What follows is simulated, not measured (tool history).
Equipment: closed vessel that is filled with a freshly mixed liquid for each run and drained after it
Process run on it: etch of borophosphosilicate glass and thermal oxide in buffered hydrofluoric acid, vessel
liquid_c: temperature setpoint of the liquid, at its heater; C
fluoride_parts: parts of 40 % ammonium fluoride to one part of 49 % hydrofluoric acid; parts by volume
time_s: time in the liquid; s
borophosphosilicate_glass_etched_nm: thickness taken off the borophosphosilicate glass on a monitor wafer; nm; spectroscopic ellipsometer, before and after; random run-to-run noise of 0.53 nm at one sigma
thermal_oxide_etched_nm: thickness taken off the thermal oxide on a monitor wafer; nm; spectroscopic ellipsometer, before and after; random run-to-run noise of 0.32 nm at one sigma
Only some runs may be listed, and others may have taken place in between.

run	hour	liquid_c	fluoride_parts	time_s	borophosphosilicate_glass_etched_nm	thermal_oxide_etched_nm
1	0.0	23.0	23.0	60	77.626	26.518
2	0.5	25.0	23.0	60	87.159	29.115
3	7.5	26.0	22.5	60	93.253	31.078
4	9.3	27.0	22.5	60	98.742	32.627
5	15.8	27.0	22.5	70	114.150	38.120
6	22.8	27.0	27.5	70	100.050	33.416

The next listed run, before its measurement:
7	29.7	27.5	27.5	70	?	?

{"run 7": {"borophosphosilicate_glass_etched_nm": 102.6, "thermal_oxide_etched_nm": 34.378}}

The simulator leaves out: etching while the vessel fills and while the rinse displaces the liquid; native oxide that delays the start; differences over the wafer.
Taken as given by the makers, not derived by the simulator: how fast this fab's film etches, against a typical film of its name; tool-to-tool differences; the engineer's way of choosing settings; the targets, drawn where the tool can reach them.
